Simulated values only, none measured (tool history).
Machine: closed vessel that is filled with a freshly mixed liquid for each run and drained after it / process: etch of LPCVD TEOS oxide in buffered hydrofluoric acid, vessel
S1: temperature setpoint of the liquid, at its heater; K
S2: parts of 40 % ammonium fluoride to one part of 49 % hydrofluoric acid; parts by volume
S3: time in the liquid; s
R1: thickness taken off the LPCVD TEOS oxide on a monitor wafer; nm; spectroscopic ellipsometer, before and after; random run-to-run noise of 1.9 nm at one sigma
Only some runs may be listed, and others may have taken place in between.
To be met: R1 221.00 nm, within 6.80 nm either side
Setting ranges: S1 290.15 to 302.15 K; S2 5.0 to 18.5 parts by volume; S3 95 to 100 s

Run 1, day 0.000: S1 294.15 K, S2 11.5 parts by volume, S3 95 s. Result: R1 157.65 nm.
Run 2, day 0.192: S1 296.15 K, S2 11.5 parts by volume, S3 95 s. Result: R1 176.73 nm.
Run 3, day 0.483: S1 297.65 K, S2 11.5 parts by volume, S3 95 s. Result: R1 191.79 nm.
Run 4, day 0.608: S1 298.65 K, S2 11.5 parts by volume, S3 95 s. Result: R1 200.20 nm.
At day 0.812: thermometer replaced.
Run 5, day 0.812: S1 296.65 K, S2 11.5 parts by volume, S3 95 s. Result: R1 165.79 nm.
Run 6, day 0.925: S1 296.65 K, S2 11.5 parts by volume, S3 100 s. Result: R1 171.49 nm.
Run 7, day 1.271: S1 298.15 K, S2 11.5 parts by volume, S3 100 s. Result: R1 189.80 nm.
Run 8, day 1.408: S1 299.15 K, S2 11.5 parts by volume, S3 100 s. Result: R1 195.69 nm.
Run 9, day 1.483: S1 302.15 K, S2 11.5 parts by volume, S3 100 s. Result: R1 231.85 nm.

Next run, 4 choices. One meets every target within its allowed miss, the rest don't. Which?
Run A, day 1.558: S1 301.65 K, S2 12.0 parts by volume, S3 95 s. Result: R1 ?.
Run B, day 1.558: S1 301.15 K, S2 11.0 parts by volume, S3 95 s. Result: R1 ?.
Run C, day 1.558: S1 300.15 K, S2 10.0 parts by volume, S3 100 s. Result: R1 ?.
Run D, day 1.558: S1 301.65 K, S2 10.5 parts by volume, S3 95 s. Result: R1 ?.

move      R1
   A  205.19
   B  217.51
   C  238.16
   D  233.70
A: takes the result that was furthest off past its target
B: meets every target
C: further off than the last run
D: further off than the last run
The move that meets every target is B.
